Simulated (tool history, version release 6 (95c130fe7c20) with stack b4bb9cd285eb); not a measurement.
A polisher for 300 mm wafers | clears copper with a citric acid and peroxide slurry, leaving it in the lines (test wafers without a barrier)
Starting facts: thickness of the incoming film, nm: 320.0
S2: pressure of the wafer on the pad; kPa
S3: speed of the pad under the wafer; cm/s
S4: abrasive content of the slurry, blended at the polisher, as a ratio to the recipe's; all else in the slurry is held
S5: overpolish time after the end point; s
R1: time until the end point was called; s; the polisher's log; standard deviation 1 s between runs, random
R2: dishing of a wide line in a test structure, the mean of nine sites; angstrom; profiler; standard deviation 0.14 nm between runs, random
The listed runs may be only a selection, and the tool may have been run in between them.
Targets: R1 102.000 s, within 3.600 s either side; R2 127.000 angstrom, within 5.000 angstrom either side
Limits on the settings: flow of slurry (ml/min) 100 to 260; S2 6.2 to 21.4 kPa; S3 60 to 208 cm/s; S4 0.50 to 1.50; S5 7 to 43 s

{"run": 1, "hour": 0.0, "flow of slurry (ml/min)": 165, "S2": 13.8, "S3": 134, "S4": 1.0, "S5": 22, "R1": 166.82, "R2": 132.05}
{"run": 2, "hour": 1.0, "flow of slurry (ml/min)": 170, "S2": 14.5, "S3": 134, "S4": 1.0, "S5": 20, "R1": 156.36, "R2": 127.04}
{"run": 3, "hour": 6.0, "flow of slurry (ml/min)": 175, "S2": 15.2, "S3": 134, "S4": 1.0, "S5": 20, "R1": 150.26, "R2": 132.33}
{"run": 4, "hour": 9.3, "flow of slurry (ml/min)": 175, "S2": 15.9, "S3": 134, "S4": 1.0, "S5": 18, "R1": 144.07, "R2": 126.86}
{"run": 5, "hour": 13.2, "flow of slurry (ml/min)": 175, "S2": 13.8, "S3": 134, "S4": 1.0, "S5": 18, "R1": 165.74, "R2": 122.22}
{"run": 6, "hour": 14.2, "flow of slurry (ml/min)": 175, "S2": 14.5, "S3": 134, "S4": 1.0, "S5": 17, "R1": 155.94, "R2": 123.56}
{"run": 7, "hour": 21.9, "flow of slurry (ml/min)": 200, "S2": 18.6, "S3": 138, "S4": 1.0, "S5": 7, "R1": 115.87, "R2": 92.381}
{"run": 8, "hour": 30.0, "flow of slurry (ml/min)": 195, "S2": 18.6, "S3": 140, "S4": 1.0, "S5": 8, "R1": 116.78, "R2": 100.16}
{"run": 9, "hour": 34.2, "flow of slurry (ml/min)": 170, "S2": 21.4, "S3": 144, "S4": 0.95, "S5": 18, "R1": 100.86, "R2": 137.75}
{"run": 10, "hour": 41.9, "flow of slurry (ml/min)": 180, "S2": 21.4, "S3": 144, "S4": 0.95, "S5": 17, "R1": 100.4, "R2": 137.87}
{"run": 11, "hour": 46.4, "flow of slurry (ml/min)": 180, "S2": 20.7, "S3": 144, "S4": 1.0, "S5": 16, "R1": 102.95, "R2": 137.0}
{"run": 12, "hour": 53.1, "flow of slurry (ml/min)": 180, "S2": 20.7, "S3": 144, "S4": 1.0, "S5": 16, "R1": 102.43, "R2": 135.99}
{"run": 13, "hour": 54.5, "flow of slurry (ml/min)": 180, "S2": 20.7, "S3": 144, "S4": 1.0, "S5": 9, "R1": 102.64, "R2": 114.14}
{"run": 14, "hour": 58.3, "flow of slurry (ml/min)": 175, "S2": 20.7, "S3": 144, "S4": 1.0, "S5": 9, "R1": 104.01, "R2": 115.26}
{"run": 15, "hour": 59.5, "flow of slurry (ml/min)": 170, "S2": 20.7, "S3": 144, "S4": 1.0, "S5": 9, "R1": 103.72, "R2": 114.76}
{"run": 16, "hour": 62.2, "flow of slurry (ml/min)": 165, "S2": 20.7, "S3": 144, "S4": 1.0, "S5": 9, "R1": 103.28, "R2": 112.31}
{"run": 17, "hour": 68.1, "flow of slurry (ml/min)": 190, "S2": 20.7, "S3": 144, "S4": 1.0, "S5": 19, "R1": 101.8, "R2": 139.87}
{"run": 18, "hour": 73.7, "flow of slurry (ml/min)": 195, "S2": 20.7, "S3": 144, "S4": 1.0, "S5": 19, "R1": 102.29, "R2": 139.92}
{"run": 19, "hour": 74.4, "flow of slurry (ml/min)": 200, "S2": 20.7, "S3": 144, "S4": 1.0, "S5": 19, "R1": 101.51, "R2": 138.47}
{"run": 20, "hour": 77.9, "flow of slurry (ml/min)": 205, "S2": 20.7, "S3": 144, "S4": 1.0, "S5": 19, "R1": 100.66, "R2": 140.67}

Consider the 4 candidate settings below. Which is the only one whose results all fall within their allowed miss of target?
{"run": "A", "hour": 81.4, "flow of slurry (ml/min)": 240, "S2": 21.4, "S3": 144, "S4": 1.05, "S5": 25, "R1": "?", "R2": "?"}
{"run": "B", "hour": 81.4, "flow of slurry (ml/min)": 195, "S2": 20.0, "S3": 162, "S4": 0.95, "S5": 11, "R1": "?", "R2": "?"}
{"run": "C", "hour": 81.4, "flow of slurry (ml/min)": 210, "S2": 20.7, "S3": 140, "S4": 1.0, "S5": 13, "R1": "?", "R2": "?"}
{"run": "D", "hour": 81.4, "flow of slurry (ml/min)": 190, "S2": 17.9, "S3": 164, "S4": 1.0, "S5": 32, "R1": "?", "R2": "?"}

move=A R1=94.452 R2=142.750
move=B R1=93.240 R2=125.280
move=C R1=102.450 R2=128.190
move=D R1=102.220 R2=143.040
A: its largest miss is bigger than the last run's
B: the worst result of the last run now meets its target, but another is out of spec
C: every result within its allowed miss
D: its largest miss is bigger than the last run's
Move C is the one to make.

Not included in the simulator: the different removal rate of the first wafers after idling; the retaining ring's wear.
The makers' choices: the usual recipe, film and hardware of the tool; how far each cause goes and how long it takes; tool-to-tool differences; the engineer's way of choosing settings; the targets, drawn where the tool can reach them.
